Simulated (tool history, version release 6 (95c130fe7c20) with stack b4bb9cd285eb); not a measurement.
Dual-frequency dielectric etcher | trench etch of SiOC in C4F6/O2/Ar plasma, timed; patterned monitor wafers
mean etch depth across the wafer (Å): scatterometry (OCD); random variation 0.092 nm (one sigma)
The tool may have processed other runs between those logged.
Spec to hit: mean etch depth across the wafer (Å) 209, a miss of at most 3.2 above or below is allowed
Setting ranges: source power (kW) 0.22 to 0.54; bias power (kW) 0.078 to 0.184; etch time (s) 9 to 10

run	hour	source power (kW)	bias power (kW)	etch time (s)	mean etch depth across the wafer (Å)
1	0	0.38	0.131	10	195.37
2	2.8	0.39	0.131	10	197.22
3	11	0.39	0.131	9	177.75
4	12.7	0.39	0.131	9	177.92
5	16.6	0.39	0.131	9	178.4
6	25.5	0.4	0.133	9	182.64
7	28.6	0.41	0.134	9	183.46
8	35.6	0.42	0.136	9	187.31
9	36.2	0.43	0.136	9	190.75
10	37.2	0.44	0.136	9	192.11
11	43	0.45	0.136	9	195.18
12	44	0.46	0.136	9	196.57
13	51.4	0.47	0.136	9	199.44
14	55.1	0.49	0.137	9	203.41
15	60.5	0.49	0.137	9	203.85

4 next moves are on the table. One of them brings every result within its allowed miss. Which?
A	65.9	0.51	0.129	9	?
B	65.9	0.54	0.127	9	?
C	65.9	0.44	0.152	9	?
D	65.9	0.48	0.141	9.5	?

move	mean etch depth across the wafer (Å)
A	203.18
B	208.16
C	198.06
D	213.63
A: further off than the last run
B: every result lands within tolerance
C: further off than the last run
D: pushes the last run's worst result past its target
Answer: B
